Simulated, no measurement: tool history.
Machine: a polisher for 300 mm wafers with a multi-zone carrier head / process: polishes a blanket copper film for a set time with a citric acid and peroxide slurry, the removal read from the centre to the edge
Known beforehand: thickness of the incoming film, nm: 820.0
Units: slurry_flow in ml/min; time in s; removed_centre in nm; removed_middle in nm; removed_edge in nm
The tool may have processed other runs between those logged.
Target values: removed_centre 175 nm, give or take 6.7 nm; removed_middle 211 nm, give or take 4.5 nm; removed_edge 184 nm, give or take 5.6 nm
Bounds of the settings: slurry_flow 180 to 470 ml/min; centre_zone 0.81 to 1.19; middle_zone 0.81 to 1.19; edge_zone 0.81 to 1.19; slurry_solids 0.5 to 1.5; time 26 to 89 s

run    day  slurry_flow  centre_zone  middle_zone  edge_zone  slurry_solids  time  removed_centre  removed_middle  removed_edge
  1      0          300            1            1          1              1    57          145.04          142.49        143.41
  2  0.083          300            1         1.06          1              1    57          147.12          148.08        144.98
  3  0.158          300         1.07         1.06          1              1    57          156.15          148.12         144.4
  4  0.454          320         1.03         1.09       0.99           1.15    59          163.08             162        152.37
  5  0.517          320         1.03         1.01       0.99           1.15    59          160.26          151.67        149.58
  6  0.796          320         1.03         1.01       0.99           1.35    59          162.84          154.75         153.1
  7  0.979          335            1         1.06       0.99            1.4    61          163.24          169.11        162.05
  8  1.258          345         0.99         1.09       0.99           1.45    62          169.33           177.1        163.73
  9  1.375          350         0.97         1.12          1           1.45    63          165.66          183.97        168.63
 10  1.608          355         0.96         1.14          1           1.45    64          169.86          191.02         174.5
 11  1.779          410         0.91         1.19       0.96            1.5    66          162.78          206.27        176.82
 12  1.958          410         0.92         1.19       0.97            1.5    66          169.54          205.93        174.37
 13  2.312          405         0.92         1.19       0.98            1.5    66          167.88          209.31        175.58
 14  2.588          395         0.92         1.18          1            1.5    66          166.87          204.65         177.5
 15  2.871          395         0.92         1.18       1.01            1.5    66          166.43          203.73        182.99

Which single option among these 5 for the next run brings every result within its allowed miss of target? Just one does.
  A  3.154          340         0.92         1.15       0.97            1.5    70               ?               ?             ?
  B  3.154          385         0.91          1.1       1.11            1.4    68               ?               ?             ?
  C  3.154          390         0.94         1.14       1.03           1.45    66               ?               ?             ?
  D  3.154          435          0.9         1.12       1.02            1.5    66               ?               ?             ?
  E  3.154          395         0.83         1.19          1           1.45    69               ?               ?             ?

move  removed_centre  removed_middle  removed_edge
   A          177.34          208.78        185.09
   B          170.28          194.94        191.51
   C          171.88           196.3        180.09
   D          166.66          195.79        181.23
   E           158.7          213.29        185.61
A: all results in spec
B: lands further from the targets than the last run did
C: lands further from the targets than the last run did
D: lands further from the targets than the last run did
E: corrects the largest miss of the last run, while another result sits out of spec
The right move is A.

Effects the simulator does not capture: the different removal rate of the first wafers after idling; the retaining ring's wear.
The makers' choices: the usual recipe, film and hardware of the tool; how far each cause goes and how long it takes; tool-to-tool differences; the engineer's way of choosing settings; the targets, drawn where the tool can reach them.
